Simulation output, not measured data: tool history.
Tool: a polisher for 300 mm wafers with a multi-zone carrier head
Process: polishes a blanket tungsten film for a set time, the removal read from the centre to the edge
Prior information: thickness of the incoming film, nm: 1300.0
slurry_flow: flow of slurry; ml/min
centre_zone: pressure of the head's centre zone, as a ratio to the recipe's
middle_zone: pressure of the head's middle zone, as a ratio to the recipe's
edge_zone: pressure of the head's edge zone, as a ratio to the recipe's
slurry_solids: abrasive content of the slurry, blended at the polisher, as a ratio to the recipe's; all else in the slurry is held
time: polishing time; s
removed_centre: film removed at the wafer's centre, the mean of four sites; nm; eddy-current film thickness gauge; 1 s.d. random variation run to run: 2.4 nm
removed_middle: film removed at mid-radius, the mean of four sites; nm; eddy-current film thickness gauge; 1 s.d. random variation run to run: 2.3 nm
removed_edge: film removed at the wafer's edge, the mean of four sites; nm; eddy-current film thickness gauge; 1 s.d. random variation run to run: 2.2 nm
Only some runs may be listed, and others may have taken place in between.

run,hour,slurry_flow,centre_zone,middle_zone,edge_zone,slurry_solids,time,removed_centre,removed_middle,removed_edge
1,0.0,305,1.00,1.00,1.00,1.00,59,279.50,293.05,291.52
2,7.5,305,1.00,0.96,1.00,1.00,59,277.94,281.51,284.90
3,14.4,310,0.97,0.99,0.95,0.85,53,230.83,251.45,247.21
4,18.3,310,0.97,0.99,1.03,0.85,53,234.10,249.80,256.75
5,19.6,310,0.97,0.99,0.99,0.85,53,236.87,252.01,246.79
6,25.2,265,0.97,0.99,0.99,0.85,53,227.34,245.81,243.77
7,33.0,250,0.96,1.01,0.94,0.75,50,205.10,228.63,220.28

What does the tool deliver on the next run?
8,40.0,245,0.96,1.03,0.91,0.65,48,?,?,?

{"run 8": {"removed_centre": 190.3, "removed_middle": 211.45, "removed_edge": 198.09}}
